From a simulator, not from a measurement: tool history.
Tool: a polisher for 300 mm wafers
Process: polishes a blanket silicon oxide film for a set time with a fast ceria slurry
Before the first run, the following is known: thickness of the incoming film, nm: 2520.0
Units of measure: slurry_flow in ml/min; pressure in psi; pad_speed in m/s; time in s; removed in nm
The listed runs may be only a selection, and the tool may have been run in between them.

run  hour  slurry_flow  pressure  pad_speed  time  removed
  1   0.0          285       2.0       0.80    51   431.86
  2   2.9          330       2.0       0.80    51   437.27
  3   8.9          370       2.0       0.80    51   438.81
  4  17.1          370       2.0       0.68    51   373.71
  5  22.1          370       1.9       0.68    51   357.49
  6  26.2          320       1.9       0.68    51   351.53
  7  30.5          320       1.7       0.68    51   325.77
     36.1  -- head pressure recalibrated
  8  36.1          320       1.6       0.68    51   334.13

Run 9, settings as shown, results not yet in. Your forecast:
  9  38.9          320       1.5       0.68    51        ?

Run 9 produced removed 317.97 nm.
